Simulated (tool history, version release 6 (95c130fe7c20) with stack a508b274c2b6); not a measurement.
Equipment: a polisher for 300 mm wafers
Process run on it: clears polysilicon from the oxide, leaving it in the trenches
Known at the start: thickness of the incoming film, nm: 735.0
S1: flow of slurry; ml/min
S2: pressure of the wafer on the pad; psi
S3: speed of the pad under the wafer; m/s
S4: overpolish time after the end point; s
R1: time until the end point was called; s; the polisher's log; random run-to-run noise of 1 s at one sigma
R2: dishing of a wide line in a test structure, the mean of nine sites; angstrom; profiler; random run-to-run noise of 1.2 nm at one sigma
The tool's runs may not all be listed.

run 1 hour=0.0 | S1=165 S2=2.1 S3=0.78 S4=20 | R1=84.070 R2=772.46
run 2 hour=1.6 | S1=165 S2=1.9 S3=0.78 S4=20 | R1=90.109 R2=725.66
run 3 hour=8.4 | S1=165 S2=1.7 S3=0.78 S4=20 | R1=98.646 R2=727.03
run 4 hour=10.9 | S1=165 S2=1.7 S3=0.78 S4=27 | R1=100.060 R2=799.68
-- hour=12.9 slurry nozzle cleaned
run 5 hour=12.9 | S1=165 S2=1.7 S3=0.78 S4=34 | R1=91.559 R2=845.86
run 6 hour=18.1 | S1=165 S2=1.7 S3=0.78 S4=39 | R1=88.699 R2=852.89
run 7 hour=21.1 | S1=165 S2=2.0 S3=0.76 S4=32 | R1=78.794 R2=844.33

Run 8 comes next. What will it give?
run 8 hour=28.2 | S1=165 S2=2.2 S3=0.76 S4=27 | R1=? R2=?

R1: 73.503 s
R2: 828.64 angstrom
